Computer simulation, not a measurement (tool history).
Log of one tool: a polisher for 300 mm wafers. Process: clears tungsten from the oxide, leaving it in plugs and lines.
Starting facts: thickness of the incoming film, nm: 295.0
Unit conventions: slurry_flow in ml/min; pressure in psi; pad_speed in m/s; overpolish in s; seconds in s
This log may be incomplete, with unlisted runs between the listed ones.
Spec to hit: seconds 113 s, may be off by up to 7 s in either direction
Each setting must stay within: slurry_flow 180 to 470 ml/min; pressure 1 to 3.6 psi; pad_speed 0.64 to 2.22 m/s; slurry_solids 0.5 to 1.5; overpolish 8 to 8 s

{"run": 1, "hour": 0.0, "slurry_flow": 300, "pressure": 2.3, "pad_speed": 1.42, "slurry_solids": 1, "overpolish": 8, "seconds": 81.129}
{"run": 2, "hour": 1.3, "slurry_flow": 245, "pressure": 2.3, "pad_speed": 1.42, "slurry_solids": 1, "overpolish": 8, "seconds": 77.787}
{"run": 3, "hour": 6.3, "slurry_flow": 245, "pressure": 2.3, "pad_speed": 1.58, "slurry_solids": 1, "overpolish": 8, "seconds": 73.152}
{"run": 4, "hour": 7.4, "slurry_flow": 245, "pressure": 2.2, "pad_speed": 1.56, "slurry_solids": 1, "overpolish": 8, "seconds": 76.853}
{"run": 5, "hour": 13.8, "slurry_flow": 245, "pressure": 2.1, "pad_speed": 1.56, "slurry_solids": 1, "overpolish": 8, "seconds": 80.524}
{"hour": 20.0, "done": "slurry nozzle cleaned"}
{"run": 6, "hour": 20.0, "slurry_flow": 245, "pressure": 2, "pad_speed": 1.56, "slurry_solids": 1, "overpolish": 8, "seconds": 83.479}
{"run": 7, "hour": 26.7, "slurry_flow": 245, "pressure": 1.9, "pad_speed": 1.56, "slurry_solids": 1, "overpolish": 8, "seconds": 87.174}
{"run": 8, "hour": 27.8, "slurry_flow": 245, "pressure": 1.9, "pad_speed": 1.56, "slurry_solids": 1, "overpolish": 8, "seconds": 86.451}

Exactly one of the 4 candidate moves below puts every result within its allowed miss. Which one?
{"run": "A", "hour": 28.9, "slurry_flow": 285, "pressure": 2, "pad_speed": 1.28, "slurry_solids": 1.15, "overpolish": 8, "seconds": "?"}
{"run": "B", "hour": 28.9, "slurry_flow": 210, "pressure": 1.6, "pad_speed": 1.42, "slurry_solids": 1, "overpolish": 8, "seconds": "?"}
{"run": "C", "hour": 28.9, "slurry_flow": 275, "pressure": 1.9, "pad_speed": 1.52, "slurry_solids": 0.85, "overpolish": 8, "seconds": "?"}
{"run": "D", "hour": 28.9, "slurry_flow": 265, "pressure": 1.7, "pad_speed": 1.6, "slurry_solids": 1.05, "overpolish": 8, "seconds": "?"}

move=A seconds=95.587
move=B seconds=112.86
move=C seconds=90.768
move=D seconds=92.247
A: better than the last run, though not everything is in spec
B: meets every target
C: better than the last run, though not everything is in spec
D: better than the last run, though not everything is in spec
Correct choice: B, which meets every target

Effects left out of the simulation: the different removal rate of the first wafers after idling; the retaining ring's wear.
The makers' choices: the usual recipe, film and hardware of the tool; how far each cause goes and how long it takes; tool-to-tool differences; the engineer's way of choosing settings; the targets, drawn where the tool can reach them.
